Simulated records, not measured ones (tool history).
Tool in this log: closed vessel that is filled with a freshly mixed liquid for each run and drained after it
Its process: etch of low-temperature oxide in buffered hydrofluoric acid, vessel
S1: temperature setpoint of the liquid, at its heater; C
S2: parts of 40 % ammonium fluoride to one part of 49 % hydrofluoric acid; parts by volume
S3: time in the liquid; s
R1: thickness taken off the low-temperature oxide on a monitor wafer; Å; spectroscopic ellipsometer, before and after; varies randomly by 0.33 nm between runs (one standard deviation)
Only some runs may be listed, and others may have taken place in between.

| run | hour | S1 | S2 | S3 | R1 |
|---|---|---|---|---|---|
| 1 | 0 | 24 | 9 | 35 | 774.12 |
| 2 | 2.1 | 22 | 9 | 35 | 685.36 |
| 3 | 3.2 | 20.5 | 9 | 35 | 635.97 |
| 4 | 11.3 | 19.5 | 9 | 35 | 599.34 |
| 5 | 14.9 | 19.5 | 6.5 | 35 | 834.37 |
| 6 | 17.6 | 19 | 7 | 35 | 766.48 |

The next listed run, before its measurement:
| 7 | 20.1 | 18.5 | 7.5 | 35 | ? |

R1: 698.28 Å

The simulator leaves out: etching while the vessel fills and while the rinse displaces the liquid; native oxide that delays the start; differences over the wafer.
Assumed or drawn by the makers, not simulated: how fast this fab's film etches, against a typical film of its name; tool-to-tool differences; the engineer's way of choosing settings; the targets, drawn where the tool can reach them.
